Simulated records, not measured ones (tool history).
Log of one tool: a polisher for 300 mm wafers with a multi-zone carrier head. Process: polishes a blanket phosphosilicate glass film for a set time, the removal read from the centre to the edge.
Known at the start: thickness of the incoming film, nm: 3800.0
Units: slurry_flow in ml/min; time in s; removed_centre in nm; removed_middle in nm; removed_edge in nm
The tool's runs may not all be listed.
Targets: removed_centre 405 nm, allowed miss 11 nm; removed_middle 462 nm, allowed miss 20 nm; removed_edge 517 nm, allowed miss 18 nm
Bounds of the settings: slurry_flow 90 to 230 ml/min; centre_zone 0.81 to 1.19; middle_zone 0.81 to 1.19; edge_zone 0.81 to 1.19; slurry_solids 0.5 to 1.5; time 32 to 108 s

| run | hour | slurry_flow | centre_zone | middle_zone | edge_zone | slurry_solids | time | removed_centre | removed_middle | removed_edge |
|---|---|---|---|---|---|---|---|---|---|---|
| 1 | 0 | 150 | 1 | 1 | 1 | 1 | 70 | 616.48 | 553.6 | 557.02 |
| 2 | 7.3 | 150 | 1 | 1.04 | 1 | 1 | 70 | 615.79 | 592.56 | 553.05 |
| 3 | 15.5 | 150 | 1 | 1.04 | 0.93 | 1 | 70 | 608.66 | 577.43 | 535.14 |
| 4 | 18.7 | 150 | 1 | 0.99 | 0.93 | 1 | 70 | 617.75 | 568.62 | 531.72 |
| 5 | 24.5 | 150 | 1 | 0.99 | 0.93 | 1 | 61 | 532.16 | 494.32 | 467.13 |
| 6 | 27 | 150 | 1 | 0.93 | 0.93 | 1 | 61 | 535.47 | 466.28 | 468.48 |
| 7 | 34.1 | 135 | 0.95 | 0.96 | 1 | 1 | 61 | 492.37 | 460.64 | 482.9 |
|  | 38.8 | centre zone pressure recalibrated |
| 8 | 38.8 | 125 | 0.91 | 0.98 | 1.03 | 1 | 61 | 422.36 | 464.13 | 481.18 |
| 9 | 40.6 | 120 | 0.91 | 0.98 | 1.06 | 1 | 61 | 420.11 | 463.4 | 468.52 |
| 10 | 42.1 | 120 | 0.89 | 0.96 | 1.08 | 1.05 | 61 | 418.94 | 473.5 | 495.95 |
| 11 | 44.9 | 110 | 0.86 | 0.91 | 1.13 | 1.05 | 61 | 390.38 | 451.14 | 500.65 |

5 next moves are on the table. One of them brings every result within its allowed miss. Which?
| A | 47.7 | 100 | 0.89 | 0.81 | 1.16 | 1 | 65 | ? | ? | ? |
| B | 47.7 | 130 | 0.81 | 0.91 | 1.19 | 1.15 | 56 | ? | ? | ? |
| C | 47.7 | 95 | 0.82 | 0.9 | 1.19 | 1.05 | 63 | ? | ? | ? |
| D | 47.7 | 115 | 0.82 | 0.9 | 1.1 | 1.15 | 58 | ? | ? | ? |
| E | 47.7 | 95 | 0.87 | 0.96 | 1.15 | 1.15 | 62 | ? | ? | ? |

| move | removed_centre | removed_middle | removed_edge |
|---|---|---|---|
| A | 408.28 | 417.67 | 522.72 |
| B | 365.07 | 437.52 | 504.63 |
| C | 365.33 | 434.49 | 517.87 |
| D | 370.37 | 437.12 | 491.87 |
| E | 395.69 | 461.91 | 518.57 |
A: brings the result that was furthest off to its target, and leaves another outside
B: further off than the last run
C: further off than the last run
D: further off than the last run
E: meets every target
The right move is E.

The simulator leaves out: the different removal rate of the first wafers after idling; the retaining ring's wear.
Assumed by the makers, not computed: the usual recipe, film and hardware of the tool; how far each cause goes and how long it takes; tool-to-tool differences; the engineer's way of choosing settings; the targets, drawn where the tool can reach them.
